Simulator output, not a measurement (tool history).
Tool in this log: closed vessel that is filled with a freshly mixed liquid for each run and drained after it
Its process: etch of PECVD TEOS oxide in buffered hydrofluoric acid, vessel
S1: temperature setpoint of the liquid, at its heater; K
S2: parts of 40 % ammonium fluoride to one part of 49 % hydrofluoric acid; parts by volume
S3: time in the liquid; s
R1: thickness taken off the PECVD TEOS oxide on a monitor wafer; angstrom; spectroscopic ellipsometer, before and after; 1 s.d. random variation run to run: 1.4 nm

Run 1, day 0: S1 295.15 K, S2 10 parts by volume, S3 90 s. Result: R1 1578.8 angstrom.
Run 2, day 0.238: S1 295.15 K, S2 10 parts by volume, S3 90 s. Result: R1 1598.6 angstrom.
Run 3, day 0.317: S1 295.15 K, S2 8.5 parts by volume, S3 90 s. Result: R1 1813.2 angstrom.
Run 4, day 0.562: S1 293.65 K, S2 8.5 parts by volume, S3 90 s. Result: R1 1680.5 angstrom.
Run 5, day 0.608: S1 294.65 K, S2 8.5 parts by volume, S3 90 s. Result: R1 1768.2 angstrom.
Run 6, day 0.7: S1 294.65 K, S2 8.5 parts by volume, S3 90 s. Result: R1 1763.8 angstrom.
Run 7, day 0.817: S1 295.65 K, S2 8.5 parts by volume, S3 90 s. Result: R1 1859.5 angstrom.
Run 8, day 1.042: S1 296.15 K, S2 8.5 parts by volume, S3 90 s. Result: R1 1935.3 angstrom.
Run 9, day 1.242: S1 296.15 K, S2 8.5 parts by volume, S3 90 s. Result: R1 1933.4 angstrom.
Run 10, day 1.471: S1 296.65 K, S2 8.5 parts by volume, S3 90 s. Result: R1 1967.5 angstrom.
Run 11, day 1.704: S1 297.15 K, S2 8.5 parts by volume, S3 90 s. Result: R1 2030.2 angstrom.

What will run 12 give?
Run 12, day 1.821: S1 297.65 K, S2 8.5 parts by volume, S3 90 s. Result: R1 ?.

For run 12 the tool returned R1 2099.2 angstrom.
